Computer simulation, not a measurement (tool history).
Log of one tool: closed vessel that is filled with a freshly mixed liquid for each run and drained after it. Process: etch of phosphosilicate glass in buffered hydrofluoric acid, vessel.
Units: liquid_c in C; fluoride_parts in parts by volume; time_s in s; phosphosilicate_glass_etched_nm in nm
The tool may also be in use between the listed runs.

| run | day | liquid_c | fluoride_parts | time_s | phosphosilicate_glass_etched_nm |
|---|---|---|---|---|---|
| 1 | 0.000 | 24.0 | 13.5 | 90 | 494.50 |
| 2 | 0.192 | 24.0 | 13.5 | 90 | 503.48 |
| 3 | 0.317 | 24.0 | 13.5 | 95 | 533.86 |
| 4 | 0.412 | 26.5 | 13.0 | 95 | 617.69 |
| 5 | 0.704 | 26.5 | 13.0 | 90 | 605.33 |
| 6 | 1.067 | 28.5 | 13.0 | 90 | 659.08 |
| 7 | 1.350 | 28.5 | 13.0 | 90 | 666.66 |
| 8 | 1.654 | 28.5 | 13.0 | 90 | 670.75 |
| 9 | 1.900 | 29.5 | 13.0 | 90 | 691.36 |

The next listed run, before its measurement:
| 10 | 2.238 | 30.5 | 12.5 | 90 | ? |

phosphosilicate_glass_etched_nm: 779.69 nm

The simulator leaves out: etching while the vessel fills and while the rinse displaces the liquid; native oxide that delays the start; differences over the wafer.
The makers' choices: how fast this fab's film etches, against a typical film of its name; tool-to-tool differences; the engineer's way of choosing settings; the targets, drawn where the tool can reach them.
